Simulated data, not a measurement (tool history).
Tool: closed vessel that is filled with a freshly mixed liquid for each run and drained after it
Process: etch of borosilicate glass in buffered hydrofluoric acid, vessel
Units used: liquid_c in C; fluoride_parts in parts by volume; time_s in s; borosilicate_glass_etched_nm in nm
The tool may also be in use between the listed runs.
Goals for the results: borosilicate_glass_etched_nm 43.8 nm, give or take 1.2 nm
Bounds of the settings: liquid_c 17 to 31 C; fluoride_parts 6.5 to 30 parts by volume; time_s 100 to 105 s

run  hour  liquid_c  fluoride_parts  time_s  borosilicate_glass_etched_nm
  1     0        23            18.5     100                        80.543
  2   4.7        23            18.5     100                        80.779
  3  10.7        23            18.5     100                        80.645
  4  14.8      21.5              20     100                        67.955
  5  22.6        19              20     100                        60.078
  6  29.5        19              20     105                        62.534
  7  36.5      18.5              21     105                        59.694
  8  43.2        18              22     105                        55.616
  9  45.1        18              23     105                        54.566
     51.4  -- thermometer replaced
 10  51.4        18              23     105                          49.1
 11  54.3      17.5            23.5     105                        46.959

Consider the 5 candidate settings below. Which is the only one whose results all fall within their allowed miss of target?
  A  57.2        18            22.5     105                             ?
  B  57.2        18              25     100                             ?
  C  57.2        17            19.5     100                             ?
  D  57.2      18.5            23.5     100                             ?
  E  57.2        20            25.5     105                             ?

move  borosilicate_glass_etched_nm
   A                        50.435
   B                        44.633
   C                        50.563
   D                        47.917
   E                        51.655
A: the biggest miss grows against the last run
B: meets every target
C: the biggest miss grows against the last run
D: the biggest miss grows against the last run
E: the biggest miss grows against the last run
Correct choice: B, which meets every target

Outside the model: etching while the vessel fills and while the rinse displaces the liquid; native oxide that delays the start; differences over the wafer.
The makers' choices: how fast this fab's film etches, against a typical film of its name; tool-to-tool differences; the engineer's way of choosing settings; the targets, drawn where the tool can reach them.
